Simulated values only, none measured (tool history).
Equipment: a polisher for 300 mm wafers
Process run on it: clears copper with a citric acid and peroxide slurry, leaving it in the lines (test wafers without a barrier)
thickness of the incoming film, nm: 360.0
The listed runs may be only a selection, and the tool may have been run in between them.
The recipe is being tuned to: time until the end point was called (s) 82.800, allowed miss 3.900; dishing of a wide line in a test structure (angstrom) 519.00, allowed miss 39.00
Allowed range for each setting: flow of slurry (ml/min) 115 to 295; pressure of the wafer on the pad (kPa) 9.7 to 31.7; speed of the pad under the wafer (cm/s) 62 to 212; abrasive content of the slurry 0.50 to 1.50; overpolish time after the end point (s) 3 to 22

run	hour	flow of slurry (ml/min)	pressure of the wafer on the pad (kPa)	speed of the pad under the wafer (cm/s)	abrasive content of the slurry	overpolish time after the end point (s)	time until the end point was called (s)	dishing of a wide line in a test structure (angstrom)
1	0.0	190	20.7	136	1.00	11	138.190	202.25
2	8.0	190	24.1	136	1.00	11	119.980	229.82
3	12.3	190	24.1	114	1.00	11	138.110	202.34
4	17.3	190	24.1	114	1.00	14	136.620	247.32
5	22.9	190	24.8	118	1.00	14	133.060	271.92
6	28.2	190	24.8	118	1.15	14	126.760	277.61
7	36.7	190	25.5	120	1.15	14	122.210	282.02
8	37.3	190	26.2	122	1.15	14	116.410	288.37
9	42.4	190	26.9	124	1.15	14	110.480	312.64

Which one of the following 4 next-run settings gets every result inside its allowed miss? There is exactly one.
A	47.5	135	22.8	128	1.50	11	?	?
B	47.5	195	31.0	124	1.35	17	?	?
C	47.5	215	29.6	156	1.05	19	?	?
D	47.5	225	31.7	124	1.15	21	?	?

move	time until the end point was called (s)	dishing of a wide line in a test structure (angstrom)
A	127.670	209.40
B	93.133	408.92
C	83.412	488.50
D	93.105	486.64
A: lands further from the targets than the last run did
B: moves toward the targets from the last run without getting all of them in spec
C: each result inside its tolerance
D: moves toward the targets from the last run without getting all of them in spec
Go with C: it meets all targets.

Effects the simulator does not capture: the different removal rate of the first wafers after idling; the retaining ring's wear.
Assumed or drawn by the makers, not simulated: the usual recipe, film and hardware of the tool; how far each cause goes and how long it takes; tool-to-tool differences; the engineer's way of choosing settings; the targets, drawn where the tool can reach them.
